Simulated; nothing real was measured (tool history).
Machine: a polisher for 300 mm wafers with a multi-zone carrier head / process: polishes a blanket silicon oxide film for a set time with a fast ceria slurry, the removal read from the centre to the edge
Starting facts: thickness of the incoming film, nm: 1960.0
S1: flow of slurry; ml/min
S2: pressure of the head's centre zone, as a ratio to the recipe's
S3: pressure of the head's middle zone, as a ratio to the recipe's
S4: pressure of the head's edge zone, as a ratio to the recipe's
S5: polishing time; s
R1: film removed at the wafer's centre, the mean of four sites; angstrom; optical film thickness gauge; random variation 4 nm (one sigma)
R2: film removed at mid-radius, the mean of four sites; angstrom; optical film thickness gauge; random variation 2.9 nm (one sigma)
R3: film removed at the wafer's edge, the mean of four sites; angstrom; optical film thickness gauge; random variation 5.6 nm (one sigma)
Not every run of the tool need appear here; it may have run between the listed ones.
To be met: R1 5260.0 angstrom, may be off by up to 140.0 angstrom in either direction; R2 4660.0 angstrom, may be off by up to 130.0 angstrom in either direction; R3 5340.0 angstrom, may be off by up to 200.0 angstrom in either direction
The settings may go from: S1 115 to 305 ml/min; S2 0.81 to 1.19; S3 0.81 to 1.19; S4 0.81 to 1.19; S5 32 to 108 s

Run 1, hour 0.0: S1 195 ml/min, S2 1.00, S3 1.00, S4 1.00, S5 70 s. Result: R1 5293.1 angstrom, R2 5729.8 angstrom, R3 5831.2 angstrom.
Run 2, hour 5.3: S1 180 ml/min, S2 1.02, S3 0.96, S4 0.98, S5 69 s. Result: R1 5226.6 angstrom, R2 5313.0 angstrom, R3 5592.1 angstrom.
Run 3, hour 7.4: S1 170 ml/min, S2 1.03, S3 0.94, S4 0.98, S5 69 s. Result: R1 5254.3 angstrom, R2 5281.7 angstrom, R3 5526.0 angstrom.
Run 4, hour 13.4: S1 210 ml/min, S2 1.03, S3 0.94, S4 0.98, S5 69 s. Result: R1 5413.1 angstrom, R2 5387.6 angstrom, R3 5749.3 angstrom.
Run 5, hour 14.8: S1 210 ml/min, S2 0.98, S3 0.94, S4 0.98, S5 69 s. Result: R1 5143.3 angstrom, R2 5405.9 angstrom, R3 5643.2 angstrom.
Run 6, hour 23.5: S1 200 ml/min, S2 1.00, S3 0.91, S4 0.97, S5 69 s. Result: R1 5242.6 angstrom, R2 5226.6 angstrom, R3 5613.9 angstrom.
Run 7, hour 24.7: S1 190 ml/min, S2 1.01, S3 0.89, S4 0.97, S5 69 s. Result: R1 5227.2 angstrom, R2 5159.8 angstrom, R3 5602.0 angstrom.
At hour 33.0: centre zone pressure recalibrated.
Run 8, hour 33.0: S1 185 ml/min, S2 1.02, S3 0.87, S4 0.96, S5 68 s. Result: R1 5749.4 angstrom, R2 4933.5 angstrom, R3 5502.3 angstrom.
Run 9, hour 36.3: S1 175 ml/min, S2 1.01, S3 0.86, S4 0.97, S5 68 s. Result: R1 5658.4 angstrom, R2 4822.9 angstrom, R3 5535.8 angstrom.
Run 10, hour 37.6: S1 170 ml/min, S2 0.99, S3 0.86, S4 0.97, S5 68 s. Result: R1 5505.8 angstrom, R2 4856.8 angstrom, R3 5539.8 angstrom.
Run 11, hour 45.4: S1 170 ml/min, S2 0.99, S3 0.86, S4 0.97, S5 68 s. Result: R1 5532.9 angstrom, R2 4854.9 angstrom, R3 5459.8 angstrom.
Run 12, hour 46.4: S1 170 ml/min, S2 0.99, S3 0.86, S4 0.97, S5 68 s. Result: R1 5496.8 angstrom, R2 4886.7 angstrom, R3 5458.0 angstrom.
Run 13, hour 50.8: S1 170 ml/min, S2 0.99, S3 0.86, S4 0.97, S5 68 s. Result: R1 5541.9 angstrom, R2 4860.7 angstrom, R3 5434.7 angstrom.

Consider the 5 candidate settings below. Which is the only one whose results all fall within their allowed miss of target?
Run A, hour 55.2: S1 145 ml/min, S2 0.99, S3 0.86, S4 0.98, S5 67 s. Result: R1 ?, R2 ?, R3 ?.
Run B, hour 55.2: S1 115 ml/min, S2 1.08, S3 0.83, S4 0.88, S5 74 s. Result: R1 ?, R2 ?, R3 ?.
Run C, hour 55.2: S1 150 ml/min, S2 1.04, S3 0.81, S4 0.89, S5 72 s. Result: R1 ?, R2 ?, R3 ?.
Run D, hour 55.2: S1 195 ml/min, S2 0.92, S3 0.97, S4 1.01, S5 67 s. Result: R1 ?, R2 ?, R3 ?.
Run E, hour 55.2: S1 125 ml/min, S2 1.02, S3 0.81, S4 0.96, S5 71 s. Result: R1 ?, R2 ?, R3 ?.

move      R1      R2      R3
   A  5263.6  4615.3  5374.7
   B  6025.6  4743.9  5470.4
   C  5982.5  4773.3  5548.8
   D  5156.6  5297.0  5633.9
   E  5565.9  4549.7  5532.2
A: meets every target
B: further off than the last run
C: further off than the last run
D: the furthest-off result lands on target, but another misses its tolerance
E: further off than the last run
So the answer is move A, the one that meets all the targets.

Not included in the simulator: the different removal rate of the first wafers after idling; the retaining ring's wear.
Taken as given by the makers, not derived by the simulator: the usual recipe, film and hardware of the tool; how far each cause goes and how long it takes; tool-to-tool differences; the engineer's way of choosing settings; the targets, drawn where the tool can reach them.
